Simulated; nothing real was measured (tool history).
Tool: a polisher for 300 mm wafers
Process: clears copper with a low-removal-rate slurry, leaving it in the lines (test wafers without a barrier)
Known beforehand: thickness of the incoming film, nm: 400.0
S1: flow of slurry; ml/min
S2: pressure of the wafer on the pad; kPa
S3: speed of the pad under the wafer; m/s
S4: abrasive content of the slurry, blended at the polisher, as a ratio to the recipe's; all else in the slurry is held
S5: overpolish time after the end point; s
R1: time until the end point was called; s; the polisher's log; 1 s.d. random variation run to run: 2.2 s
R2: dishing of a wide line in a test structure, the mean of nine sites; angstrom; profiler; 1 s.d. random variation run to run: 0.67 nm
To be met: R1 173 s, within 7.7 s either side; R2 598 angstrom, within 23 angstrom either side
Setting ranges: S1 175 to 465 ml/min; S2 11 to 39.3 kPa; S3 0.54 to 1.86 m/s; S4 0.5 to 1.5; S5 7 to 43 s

| run | hour | S1 | S2 | S3 | S4 | S5 | R1 | R2 |
|---|---|---|---|---|---|---|---|---|
| 1 | 0 | 295 | 24.8 | 1.18 | 1 | 22 | 107.84 | 619.23 |
| 2 | 1.3 | 295 | 24.8 | 1.18 | 1.15 | 22 | 104.13 | 638.95 |
| 3 | 5.9 | 295 | 24.8 | 1.36 | 1.15 | 22 | 92.522 | 707.76 |
| 4 | 10.5 | 295 | 22.8 | 1.34 | 1.15 | 24 | 102.02 | 693.48 |
| 5 | 13.8 | 295 | 20.7 | 1.34 | 1.15 | 26 | 113.66 | 686.59 |
| 6 | 16.4 | 295 | 14.5 | 1.34 | 1.15 | 26 | 159.65 | 498.25 |
| 7 | 19.3 | 295 | 14.5 | 1.34 | 1.15 | 26 | 158.54 | 495.76 |
| 8 | 24.6 | 295 | 14.5 | 1.34 | 1.15 | 27 | 156.11 | 514.49 |
| 9 | 27.6 | 295 | 14.5 | 1.34 | 1.15 | 28 | 160.47 | 521.64 |
| 10 | 30.7 | 295 | 14.5 | 1.34 | 1.15 | 29 | 157.73 | 555.49 |
| 11 | 31.8 | 295 | 14.5 | 1.34 | 1.15 | 30 | 156.48 | 549.87 |
|  | 38.8 | worn pad replaced by a new one |
| 12 | 38.8 | 295 | 13.8 | 1.34 | 1.15 | 31 | 149.7 | 585.64 |
| 13 | 44.1 | 290 | 11 | 1.22 | 1.15 | 36 | 203.49 | 496.52 |
| 14 | 46.6 | 295 | 11.7 | 1.22 | 1.15 | 36 | 200.5 | 541.8 |
| 15 | 54.1 | 300 | 12.4 | 1.22 | 1.15 | 36 | 183.7 | 567.56 |
| 16 | 56.9 | 305 | 12.4 | 1.22 | 1.15 | 36 | 183.8 | 566.04 |

Exactly one of the 5 candidate moves below puts every result within its allowed miss. Which one?
| A | 59.7 | 320 | 11 | 1.3 | 1.1 | 37 | ? | ? |
| B | 59.7 | 255 | 17.2 | 1.16 | 0.95 | 27 | ? | ? |
| C | 59.7 | 250 | 12.4 | 1.32 | 1.2 | 37 | ? | ? |
| D | 59.7 | 385 | 14.5 | 1.04 | 1.15 | 32 | ? | ? |
| E | 59.7 | 285 | 13.8 | 1.3 | 1.2 | 28 | ? | ? |

| move | R1 | R2 |
|---|---|---|
| A | 194.18 | 542.31 |
| B | 148.22 | 542.98 |
| C | 172.37 | 602.92 |
| D | 174.47 | 538.83 |
| E | 155.66 | 528.14 |
A: misses by more than the last run did
B: carries the result that was furthest off beyond its target, to the other side
C: all results land within tolerance of their targets
D: the worst result of the last run now meets its target, but another is out of spec
E: carries the result that was furthest off beyond its target, to the other side
Answer: C
